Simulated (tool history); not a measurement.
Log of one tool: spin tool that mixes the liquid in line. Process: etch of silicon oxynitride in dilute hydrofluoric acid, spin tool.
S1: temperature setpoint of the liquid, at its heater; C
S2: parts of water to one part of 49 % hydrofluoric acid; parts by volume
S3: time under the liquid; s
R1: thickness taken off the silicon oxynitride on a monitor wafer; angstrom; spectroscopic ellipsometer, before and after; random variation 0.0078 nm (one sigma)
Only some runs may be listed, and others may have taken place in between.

run,hour,S1,S2,S3,R1
1,0,25,285,65,5.0017
2,1.3,28,285,65,5.5725
3,6.1,28,285,65,5.6527
4,11.5,27,300,65,5.1962
5,18.5,26,315,65,4.7919
6,23.9,26,360,65,3.8963

Run 7 is up next; what results do you expect?
7,26.6,25.5,365,65,?

{"run 7": {"R1": 3.929}}
